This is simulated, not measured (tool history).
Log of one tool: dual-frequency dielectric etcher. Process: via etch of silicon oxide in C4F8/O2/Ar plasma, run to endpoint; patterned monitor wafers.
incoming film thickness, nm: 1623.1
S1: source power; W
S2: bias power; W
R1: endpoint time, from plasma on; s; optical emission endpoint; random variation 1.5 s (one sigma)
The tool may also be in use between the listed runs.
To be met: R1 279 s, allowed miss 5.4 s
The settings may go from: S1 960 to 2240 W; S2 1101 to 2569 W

{"run": 1, "hour": 0.0, "S1": 1600, "S2": 1835, "R1": 310.06}
{"run": 2, "hour": 1.2, "S1": 1500, "S2": 1835, "R1": 316.68}
{"run": 3, "hour": 6.3, "S1": 1500, "S2": 2148, "R1": 298.81}
{"run": 4, "hour": 7.5, "S1": 1540, "S2": 2157, "R1": 296.64}
{"run": 5, "hour": 10.9, "S1": 1580, "S2": 2166, "R1": 296.41}
{"run": 6, "hour": 19.9, "S1": 1330, "S2": 2166, "R1": 305.36}
{"run": 7, "hour": 27.7, "S1": 1390, "S2": 2196, "R1": 305.36}
{"run": 8, "hour": 29.8, "S1": 1450, "S2": 2215, "R1": 297.49}
{"run": 9, "hour": 32.9, "S1": 1490, "S2": 2231, "R1": 295.11}
{"run": 10, "hour": 39.2, "S1": 1530, "S2": 2244, "R1": 295.74}

Which of these 4 next moves meets every target?
{"run": "A", "hour": 45.5, "S1": 1220, "S2": 2080, "R1": "?"}
{"run": "B", "hour": 45.5, "S1": 1540, "S2": 2335, "R1": "?"}
{"run": "C", "hour": 45.5, "S1": 1710, "S2": 2024, "R1": "?"}
{"run": "D", "hour": 45.5, "S1": 1610, "S2": 2524, "R1": "?"}

move=A R1=320.45
move=B R1=289.48
move=C R1=296.45
move=D R1=278.05
A: further off than the last run
B: nearer than the last run, and not there yet
C: as far off as the last run
D: meets every target
Move D is the one to make.

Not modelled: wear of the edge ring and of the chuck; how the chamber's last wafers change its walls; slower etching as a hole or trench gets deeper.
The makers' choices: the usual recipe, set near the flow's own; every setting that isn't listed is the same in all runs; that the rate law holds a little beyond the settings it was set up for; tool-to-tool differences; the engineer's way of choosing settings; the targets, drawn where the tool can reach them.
